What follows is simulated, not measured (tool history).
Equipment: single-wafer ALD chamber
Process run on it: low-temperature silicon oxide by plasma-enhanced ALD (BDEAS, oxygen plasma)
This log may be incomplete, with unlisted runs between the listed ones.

run	day	heater temperature setpoint (°C)	number of ALD cycles (cycles)	mean film thickness on the monitor wafer (angstrom)
1	0.000	115	65	92.121
2	0.262	116	63	88.783
3	0.504	106	63	90.287
4	0.533	107	61	86.915
5	0.812	102	61	87.913
6	0.929	103	60	86.917
7	1.250	104	59	85.357
8	1.583	105	58	84.375

Run 9 is up next; what results do you expect?
9	1.617	105	57	?

{"run 9": {"mean film thickness on the monitor wafer (angstrom)": 82.662}}

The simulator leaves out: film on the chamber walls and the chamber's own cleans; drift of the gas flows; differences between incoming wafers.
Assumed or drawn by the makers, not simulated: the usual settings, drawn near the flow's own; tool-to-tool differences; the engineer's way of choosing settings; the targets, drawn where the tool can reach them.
